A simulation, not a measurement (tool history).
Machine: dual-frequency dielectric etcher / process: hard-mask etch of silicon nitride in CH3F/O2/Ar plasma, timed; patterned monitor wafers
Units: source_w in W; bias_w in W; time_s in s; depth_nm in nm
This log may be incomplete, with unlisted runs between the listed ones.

run  hour  source_w  bias_w  time_s  depth_nm
  1     0       550      67     199    159.44
  2   6.3       550      67   208.5    165.99
  3  10.3       510      63     207    157.79
  4    17       600      63     207    167.23
  5  22.7       680      63     207    175.32
  6  23.3       630      58   205.5    165.09
  7  25.3       580      54   204.5    155.53

Run 8, settings as shown, results not yet in. Your forecast:
  8  29.5       540      52     204         ?

depth_nm: 148.94 nm
